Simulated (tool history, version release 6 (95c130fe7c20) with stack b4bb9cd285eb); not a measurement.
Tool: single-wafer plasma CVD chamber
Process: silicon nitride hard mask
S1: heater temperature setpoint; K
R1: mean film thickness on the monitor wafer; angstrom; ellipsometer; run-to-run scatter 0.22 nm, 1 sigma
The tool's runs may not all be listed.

Run 1, hour 0.0: S1 678.15 K, chamber pressure (Torr) 1.06, RF power (W) 355, deposition time (s) 48.6. Result: R1 545.97 angstrom.
Run 2, hour 7.1: S1 678.15 K, chamber pressure (Torr) 1.01, RF power (W) 355, deposition time (s) 48.6. Result: R1 537.12 angstrom.
Run 3, hour 9.5: S1 678.15 K, chamber pressure (Torr) 0.93, RF power (W) 355, deposition time (s) 48.6. Result: R1 524.16 angstrom.
Run 4, hour 14.7: S1 678.15 K, chamber pressure (Torr) 0.93, RF power (W) 355, deposition time (s) 48.6. Result: R1 520.06 angstrom.
Run 5, hour 19.3: S1 682.15 K, chamber pressure (Torr) 0.93, RF power (W) 355, deposition time (s) 48.6. Result: R1 514.67 angstrom.
Run 6, hour 26.3: S1 683.15 K, chamber pressure (Torr) 0.92, RF power (W) 355, deposition time (s) 48.6. Result: R1 517.90 angstrom.
Run 7, hour 32.8: S1 683.15 K, chamber pressure (Torr) 0.90, RF power (W) 355, deposition time (s) 48.6. Result: R1 514.13 angstrom.

Run 8 comes next. What will it give?
Run 8, hour 39.0: S1 683.15 K, chamber pressure (Torr) 0.88, RF power (W) 355, deposition time (s) 48.6. Result: R1 ?.

R1: 509.53 angstrom

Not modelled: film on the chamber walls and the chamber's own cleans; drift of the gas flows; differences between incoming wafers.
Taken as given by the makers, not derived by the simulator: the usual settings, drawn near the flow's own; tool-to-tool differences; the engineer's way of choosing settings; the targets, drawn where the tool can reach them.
